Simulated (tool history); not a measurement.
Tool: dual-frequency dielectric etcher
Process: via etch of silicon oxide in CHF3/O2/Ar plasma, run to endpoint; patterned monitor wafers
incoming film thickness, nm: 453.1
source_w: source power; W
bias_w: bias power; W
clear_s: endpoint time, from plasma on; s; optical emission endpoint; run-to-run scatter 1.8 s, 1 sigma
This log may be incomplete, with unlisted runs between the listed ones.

run    day  source_w  bias_w  clear_s
  1      0       820     193   201.91
  2  0.275       940     193    191.1
  3  0.479       940     211   188.06
  4   0.65       940     227    182.6
  5  0.975       880     227   188.06
  6  1.338       770     227   196.22
  7  1.429       740     221   204.58
  8  1.771       580     204   228.31

Estimate the outcome of run 9 from the log above:
  9  2.096       570     203        ?

clear_s: 229.67 s
